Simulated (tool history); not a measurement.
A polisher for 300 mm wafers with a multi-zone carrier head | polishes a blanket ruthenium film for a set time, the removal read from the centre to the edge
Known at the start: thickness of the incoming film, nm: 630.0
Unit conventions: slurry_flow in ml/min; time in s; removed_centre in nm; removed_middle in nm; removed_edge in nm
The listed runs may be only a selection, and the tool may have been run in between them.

Run 1, hour 0: slurry_flow 170 ml/min, centre_zone 1, middle_zone 1, edge_zone 1, time 87 s. Result: removed_centre 162.37 nm, removed_middle 159.86 nm, removed_edge 154.22 nm.
Run 2, hour 6.9: slurry_flow 145 ml/min, centre_zone 1, middle_zone 1, edge_zone 1, time 87 s. Result: removed_centre 155.24 nm, removed_middle 154.73 nm, removed_edge 151.05 nm.
Run 3, hour 9.3: slurry_flow 145 ml/min, centre_zone 0.95, middle_zone 1, edge_zone 1, time 87 s. Result: removed_centre 149.41 nm, removed_middle 154.5 nm, removed_edge 148.75 nm.
Run 4, hour 15.8: slurry_flow 115 ml/min, centre_zone 0.95, middle_zone 1, edge_zone 1, time 87 s. Result: removed_centre 142.48 nm, removed_middle 148.93 nm, removed_edge 142.77 nm.
Run 5, hour 22.2: slurry_flow 115 ml/min, centre_zone 1.02, middle_zone 1, edge_zone 1, time 87 s. Result: removed_centre 152.04 nm, removed_middle 147.98 nm, removed_edge 147.54 nm.
Run 6, hour 26.8: slurry_flow 135 ml/min, centre_zone 1.05, middle_zone 1.01, edge_zone 1.04, time 92 s. Result: removed_centre 173.22 nm, removed_middle 163.1 nm, removed_edge 159.86 nm.
Run 7, hour 35.5: slurry_flow 150 ml/min, centre_zone 1.03, middle_zone 0.99, edge_zone 1.07, time 98 s. Result: removed_centre 181 nm, removed_middle 176.18 nm, removed_edge 174.81 nm.
At hour 36.8: edge zone pressure recalibrated.
Run 8, hour 36.8: slurry_flow 165 ml/min, centre_zone 1.04, middle_zone 0.97, edge_zone 1.09, time 102 s. Result: removed_centre 199.05 nm, removed_middle 181.75 nm, removed_edge 194.79 nm.
Run 9, hour 41.9: slurry_flow 180 ml/min, centre_zone 1.05, middle_zone 0.98, edge_zone 1.11, time 103 s. Result: removed_centre 205.5 nm, removed_middle 186.97 nm, removed_edge 201.79 nm.
Run 10, hour 49.6: slurry_flow 195 ml/min, centre_zone 1.06, middle_zone 1, edge_zone 1.12, time 104 s. Result: removed_centre 210.5 nm, removed_middle 195.84 nm, removed_edge 207.04 nm.

The next listed run, before its measurement:
Run 11, hour 57.9: slurry_flow 205 ml/min, centre_zone 1.07, middle_zone 1.01, edge_zone 1.13, time 105 s. Result: removed_centre ?, removed_middle ?, removed_edge ?.

For run 11 the tool returned removed_centre 213.94 nm, removed_middle 202.75 nm, removed_edge 211.67 nm.

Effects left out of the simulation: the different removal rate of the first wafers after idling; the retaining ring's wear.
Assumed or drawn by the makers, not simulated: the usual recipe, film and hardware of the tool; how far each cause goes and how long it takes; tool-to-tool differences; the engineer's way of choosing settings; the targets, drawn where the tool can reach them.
